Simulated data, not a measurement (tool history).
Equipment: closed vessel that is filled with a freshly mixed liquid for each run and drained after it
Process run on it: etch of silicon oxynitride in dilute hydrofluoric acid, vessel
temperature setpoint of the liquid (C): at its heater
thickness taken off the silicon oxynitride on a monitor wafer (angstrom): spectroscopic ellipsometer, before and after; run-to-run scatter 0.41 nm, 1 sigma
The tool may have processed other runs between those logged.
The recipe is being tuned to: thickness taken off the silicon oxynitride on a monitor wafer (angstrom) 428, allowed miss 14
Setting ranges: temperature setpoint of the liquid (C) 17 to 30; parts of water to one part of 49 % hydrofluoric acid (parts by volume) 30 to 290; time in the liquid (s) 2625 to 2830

run	hour	temperature setpoint of the liquid (C)	parts of water to one part of 49 % hydrofluoric acid (parts by volume)	time in the liquid (s)	thickness taken off the silicon oxynitride on a monitor wafer (angstrom)
1	0	22	160	2625	302.3
2	6.2	22.5	160	2625	311.44
3	7.9	23	160	2625	320.72
4	12.7	23.5	160	2625	330.07
5	19.3	23.5	120	2625	456.11
# hour 20.1: thermometer replaced
6	20.1	23.5	165	2625	338.95
7	28	24	165	2625	343.79
8	30	24.5	165	2625	348.18
9	37.9	25	165	2625	357.17
10	45.6	25.5	165	2625	367.47
11	50.6	27	165	2625	391.25
12	51.5	28	165	2625	414.3

Below are 5 possible settings for the next run. Only one of them brings all results inside the allowed miss of their targets. Which is it?
A	52.4	27.5	170	2830	?
B	52.4	29	180	2715	?
C	52.4	23.5	155	2830	?
D	52.4	27.5	170	2625	?
E	52.4	25.5	165	2750	?

move	thickness taken off the silicon oxynitride on a monitor wafer (angstrom)
A	423.34
B	405.74
C	392.81
D	392.67
E	389.53
A: hits every target within its allowed miss
B: misses by more than the last run did
C: misses by more than the last run did
D: misses by more than the last run did
E: misses by more than the last run did
Move A is the one to make.
